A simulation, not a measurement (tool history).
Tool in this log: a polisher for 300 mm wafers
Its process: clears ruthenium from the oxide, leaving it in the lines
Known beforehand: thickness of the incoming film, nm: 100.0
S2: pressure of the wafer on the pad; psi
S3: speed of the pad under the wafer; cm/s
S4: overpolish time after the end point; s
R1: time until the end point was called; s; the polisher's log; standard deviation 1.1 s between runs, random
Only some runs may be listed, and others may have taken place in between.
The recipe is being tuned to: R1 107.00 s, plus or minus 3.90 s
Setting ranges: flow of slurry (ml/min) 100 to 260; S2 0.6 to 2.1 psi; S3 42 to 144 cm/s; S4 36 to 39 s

Run 1, hour 0.0: flow of slurry (ml/min) 165, S2 1.3 psi, S3 92 cm/s, S4 36 s. Result: R1 161.47 s.
Run 2, hour 4.5: flow of slurry (ml/min) 165, S2 1.1 psi, S3 92 cm/s, S4 36 s. Result: R1 192.50 s.
Run 3, hour 13.0: flow of slurry (ml/min) 165, S2 1.1 psi, S3 92 cm/s, S4 39 s. Result: R1 191.36 s.
Run 4, hour 16.4: flow of slurry (ml/min) 165, S2 1.1 psi, S3 92 cm/s, S4 39 s. Result: R1 193.01 s.
Run 5, hour 20.8: flow of slurry (ml/min) 165, S2 1.1 psi, S3 106 cm/s, S4 39 s. Result: R1 167.44 s.
Run 6, hour 28.5: flow of slurry (ml/min) 170, S2 1.2 psi, S3 106 cm/s, S4 39 s. Result: R1 152.88 s.
Run 7, hour 30.7: flow of slurry (ml/min) 175, S2 1.3 psi, S3 106 cm/s, S4 39 s. Result: R1 141.12 s.
Run 8, hour 36.0: flow of slurry (ml/min) 175, S2 1.4 psi, S3 106 cm/s, S4 39 s. Result: R1 129.62 s.
At hour 44.0: head pressure recalibrated.
Run 9, hour 44.0: flow of slurry (ml/min) 175, S2 1.5 psi, S3 106 cm/s, S4 39 s. Result: R1 115.83 s.

Exercise: of the 4 proposed moves below, exactly one satisfies all targets within the stated allowed misses. Which move is it?
Run A, hour 52.0: flow of slurry (ml/min) 180, S2 1.9 psi, S3 88 cm/s, S4 39 s. Result: R1 ?.
Run B, hour 52.0: flow of slurry (ml/min) 175, S2 1.5 psi, S3 106 cm/s, S4 36 s. Result: R1 ?.
Run C, hour 52.0: flow of slurry (ml/min) 105, S2 1.6 psi, S3 104 cm/s, S4 39 s. Result: R1 ?.
Run D, hour 52.0: flow of slurry (ml/min) 180, S2 1.7 psi, S3 92 cm/s, S4 39 s. Result: R1 ?.

move      R1
   A  107.68
   B  113.58
   C  114.28
   D  115.01
A: all results land within tolerance of their targets
B: nearer than the last run, and not there yet
C: nearer than the last run, and not there yet
D: nearer than the last run, and not there yet
A meets every target.
